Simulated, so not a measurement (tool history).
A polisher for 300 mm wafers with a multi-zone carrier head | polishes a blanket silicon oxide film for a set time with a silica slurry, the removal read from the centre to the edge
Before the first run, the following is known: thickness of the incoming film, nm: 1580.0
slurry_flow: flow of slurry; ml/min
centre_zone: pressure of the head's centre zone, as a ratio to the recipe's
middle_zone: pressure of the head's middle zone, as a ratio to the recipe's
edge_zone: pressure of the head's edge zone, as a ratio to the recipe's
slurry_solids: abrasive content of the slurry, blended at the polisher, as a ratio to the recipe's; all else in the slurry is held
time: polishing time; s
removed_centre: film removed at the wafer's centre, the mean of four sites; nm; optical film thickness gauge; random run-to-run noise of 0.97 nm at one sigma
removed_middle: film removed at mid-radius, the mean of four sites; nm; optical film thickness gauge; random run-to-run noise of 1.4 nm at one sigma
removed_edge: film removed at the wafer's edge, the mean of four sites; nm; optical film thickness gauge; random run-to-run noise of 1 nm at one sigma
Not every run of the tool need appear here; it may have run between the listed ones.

| run | day | slurry_flow | centre_zone | middle_zone | edge_zone | slurry_solids | time | removed_centre | removed_middle | removed_edge |
|---|---|---|---|---|---|---|---|---|---|---|
| 1 | 0 | 220 | 1 | 1 | 1 | 1 | 53 | 192.06 | 193.86 | 195.01 |
| 2 | 0.346 | 220 | 1 | 1 | 1 | 1 | 48 | 175.86 | 175.96 | 177.42 |
| 3 | 0.671 | 195 | 1 | 1 | 1 | 1 | 48 | 175.38 | 170.77 | 172.89 |
| 4 | 0.717 | 180 | 0.98 | 0.99 | 0.96 | 0.85 | 47 | 149.31 | 147.81 | 147.48 |
| 5 | 0.95 | 180 | 0.92 | 0.99 | 0.96 | 0.85 | 47 | 141.35 | 151.87 | 148.72 |
| 6 | 1.233 | 180 | 0.92 | 0.99 | 1.04 | 0.85 | 47 | 142.94 | 148.46 | 157.63 |
| 7 | 1.508 | 170 | 0.93 | 0.97 | 0.98 | 0.8 | 47 | 136.03 | 140.6 | 143.56 |

For run 8, what comes out?
| 8 | 1.596 | 160 | 0.93 | 0.94 | 0.94 | 0.75 | 47 | ? | ? | ? |

removed_centre: 127.68 nm
removed_middle: 132.27 nm
removed_edge: 131.9 nm
